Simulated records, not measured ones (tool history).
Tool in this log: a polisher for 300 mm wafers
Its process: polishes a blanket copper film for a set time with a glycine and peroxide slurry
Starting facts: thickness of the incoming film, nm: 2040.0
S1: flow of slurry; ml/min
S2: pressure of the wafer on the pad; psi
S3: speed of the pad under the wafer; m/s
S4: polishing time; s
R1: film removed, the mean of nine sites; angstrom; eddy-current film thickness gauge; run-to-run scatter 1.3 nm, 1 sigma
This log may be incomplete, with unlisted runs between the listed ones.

| run | hour | S1 | S2 | S3 | S4 | R1 |
|---|---|---|---|---|---|---|
| 1 | 0 | 140 | 2.5 | 0.76 | 38 | 1217.4 |
| 2 | 1.4 | 140 | 2.9 | 0.76 | 38 | 1348.9 |
| 3 | 3.1 | 140 | 2.6 | 0.74 | 38 | 1228.3 |
| 4 | 10.6 | 140 | 2.6 | 0.74 | 34 | 1116.7 |
| 5 | 12.4 | 140 | 2.5 | 0.74 | 34 | 1095.3 |
| 6 | 13 | 140 | 2.4 | 0.74 | 34 | 1067.9 |
| 7 | 20.5 | 130 | 2 | 0.72 | 34 | 889.68 |

The next listed run, before its measurement:
| 8 | 27.4 | 135 | 2 | 0.72 | 34 | ? |

{"run 8": {"R1": 880.93}}
